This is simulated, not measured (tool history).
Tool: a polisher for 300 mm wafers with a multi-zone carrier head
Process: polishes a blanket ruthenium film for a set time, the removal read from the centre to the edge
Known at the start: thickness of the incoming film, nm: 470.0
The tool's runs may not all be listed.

run	hour	flow of slurry (ml/min)	pressure of the head's centre zone	pressure of the head's middle zone	pressure of the head's edge zone	polishing time (s)	film removed at the wafer's centre (angstrom)	film removed at mid-radius (angstrom)	film removed at the wafer's edge (angstrom)
1	0	285	1	1	1	71	1113.3	1166.8	1131.2
2	2.3	285	0.96	1	1	71	1073.5	1152.3	1120.8
3	8.3	285	0.91	1	1	71	1020.5	1162.7	1133
4	17.2	240	0.91	1	1	71	1003.9	1142.7	1114
5	22.4	240	0.91	1.04	1	71	1020.2	1187.5	1126
6	27.3	235	0.92	1.01	0.99	70	1014.6	1116	1110.5
7	34.1	245	0.93	1	0.98	69	993.61	1117.4	1070.4
8	40.6	240	0.94	0.98	0.98	69	1010.1	1093.4	1064.7
9	41.9	235	0.95	0.96	0.98	69	1007.1	1080.1	1068.4
10	49.8	230	0.96	0.94	0.98	68	1004	1045	1057.5
11	56.8	230	0.97	0.92	0.97	68	1023.2	1029.9	1035.8
12	63.3	200	0.97	0.82	0.95	65	951.84	875.99	976.87

The next listed run, before its measurement:
13	70.6	205	0.97	0.82	0.95	65	?	?	?

{"run 13": {"film removed at the wafer's centre (angstrom)": 955.63, "film removed at mid-radius (angstrom)": 877.9, "film removed at the wafer's edge (angstrom)": 983.51}}
